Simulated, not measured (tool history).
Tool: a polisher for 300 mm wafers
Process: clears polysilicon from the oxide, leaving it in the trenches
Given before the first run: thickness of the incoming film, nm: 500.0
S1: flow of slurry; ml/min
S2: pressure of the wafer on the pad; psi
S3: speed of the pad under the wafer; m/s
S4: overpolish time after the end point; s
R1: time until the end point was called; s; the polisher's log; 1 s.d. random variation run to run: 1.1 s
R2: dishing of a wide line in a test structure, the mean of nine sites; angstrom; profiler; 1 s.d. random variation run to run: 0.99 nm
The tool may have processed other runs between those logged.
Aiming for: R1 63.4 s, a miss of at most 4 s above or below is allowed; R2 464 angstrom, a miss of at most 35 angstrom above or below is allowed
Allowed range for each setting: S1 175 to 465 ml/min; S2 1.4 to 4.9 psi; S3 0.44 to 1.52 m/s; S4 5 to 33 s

run	day	S1	S2	S3	S4	R1	R2
1	0	295	3.1	0.98	17	29.147	501.39
2	0.158	295	3.1	0.98	13	29.357	489.96
3	0.329	295	3.1	0.8	13	34.267	490.52
4	0.392	295	3.6	0.8	13	30.186	478.8
5	0.55	285	3.2	0.7	11	36.331	453.52
6	0.629	295	2.8	0.66	12	45.757	452.17
7	0.788	300	2.6	0.66	14	47.103	452.56
8	1.075	305	2.3	0.66	16	51.292	463.58
9	1.358	305	2.1	0.66	16	57.289	443.77
10	1.462	305	2.1	0.66	16	59.038	451.37

5 candidate next runs follow, results not yet known. Just one meets every target within its allowed miss. Identify it.
A	1.567	375	2	0.8	24	?	?
B	1.567	315	1.8	0.72	19	?	?
C	1.567	355	1.8	0.56	22	?	?
D	1.567	325	2.9	0.54	14	?	?
E	1.567	320	2.3	0.64	18	?	?

move	R1	R2
A	50.224	483.27
B	60.71	460.99
C	72.086	458.9
D	47.016	456.75
E	52.278	468.1
A: lands further from the targets than the last run did
B: hits every target within its allowed miss
C: the result that was furthest off in the last run now lies on the other side of its target
D: lands further from the targets than the last run did
E: lands further from the targets than the last run did
B meets every target.

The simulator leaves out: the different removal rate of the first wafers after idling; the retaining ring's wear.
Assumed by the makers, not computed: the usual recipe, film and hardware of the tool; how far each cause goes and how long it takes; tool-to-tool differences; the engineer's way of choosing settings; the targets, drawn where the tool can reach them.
